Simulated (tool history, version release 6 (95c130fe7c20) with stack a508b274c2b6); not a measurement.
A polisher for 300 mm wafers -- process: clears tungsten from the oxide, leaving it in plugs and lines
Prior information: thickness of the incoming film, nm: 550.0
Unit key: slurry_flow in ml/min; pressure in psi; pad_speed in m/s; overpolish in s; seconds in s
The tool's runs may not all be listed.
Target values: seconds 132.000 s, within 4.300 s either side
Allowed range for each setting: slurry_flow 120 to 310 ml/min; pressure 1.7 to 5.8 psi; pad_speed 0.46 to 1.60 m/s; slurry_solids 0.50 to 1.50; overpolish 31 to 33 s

{"run": 1, "day": 0.0, "slurry_flow": 200, "pressure": 3.7, "pad_speed": 1.02, "slurry_solids": 1.0, "overpolish": 31, "seconds": 113.06}
{"run": 2, "day": 0.15, "slurry_flow": 155, "pressure": 3.7, "pad_speed": 1.02, "slurry_solids": 1.0, "overpolish": 31, "seconds": 119.07}
{"run": 3, "day": 0.221, "slurry_flow": 150, "pressure": 3.6, "pad_speed": 1.02, "slurry_solids": 1.0, "overpolish": 31, "seconds": 123.47}
{"run": 4, "day": 0.542, "slurry_flow": 145, "pressure": 3.6, "pad_speed": 1.02, "slurry_solids": 1.0, "overpolish": 31, "seconds": 123.18}
{"run": 5, "day": 0.646, "slurry_flow": 145, "pressure": 3.6, "pad_speed": 1.26, "slurry_solids": 1.0, "overpolish": 31, "seconds": 99.819}
{"run": 6, "day": 0.833, "slurry_flow": 145, "pressure": 3.6, "pad_speed": 1.26, "slurry_solids": 1.0, "overpolish": 33, "seconds": 99.135}
{"run": 7, "day": 0.883, "slurry_flow": 145, "pressure": 3.6, "pad_speed": 1.26, "slurry_solids": 1.0, "overpolish": 33, "seconds": 100.16}
{"run": 8, "day": 1.204, "slurry_flow": 145, "pressure": 3.4, "pad_speed": 1.26, "slurry_solids": 1.0, "overpolish": 33, "seconds": 105.21}

Consider the 5 candidate settings below. Which is the only one whose results all fall within their allowed miss of target?
{"run": "A", "day": 1.525, "slurry_flow": 120, "pressure": 3.2, "pad_speed": 1.16, "slurry_solids": 0.9, "overpolish": 33, "seconds": "?"}
{"run": "B", "day": 1.525, "slurry_flow": 125, "pressure": 3.6, "pad_speed": 1.22, "slurry_solids": 0.8, "overpolish": 33, "seconds": "?"}
{"run": "C", "day": 1.525, "slurry_flow": 145, "pressure": 2.7, "pad_speed": 1.08, "slurry_solids": 0.95, "overpolish": 33, "seconds": "?"}
{"run": "D", "day": 1.525, "slurry_flow": 155, "pressure": 3.1, "pad_speed": 1.26, "slurry_solids": 1.15, "overpolish": 31, "seconds": "?"}
{"run": "E", "day": 1.525, "slurry_flow": 145, "pressure": 3.7, "pad_speed": 1.22, "slurry_solids": 1.0, "overpolish": 33, "seconds": "?"}

move=A seconds=131.070
move=B seconds=112.920
move=C seconds=156.360
move=D seconds=111.510
move=E seconds=101.340
A: hits every target within its allowed miss
B: an improvement on the last run, though not all results are within tolerance
C: takes the biggest miss from the last run beyond its target
D: an improvement on the last run, though not all results are within tolerance
E: misses by more than the last run did
The right move is A.

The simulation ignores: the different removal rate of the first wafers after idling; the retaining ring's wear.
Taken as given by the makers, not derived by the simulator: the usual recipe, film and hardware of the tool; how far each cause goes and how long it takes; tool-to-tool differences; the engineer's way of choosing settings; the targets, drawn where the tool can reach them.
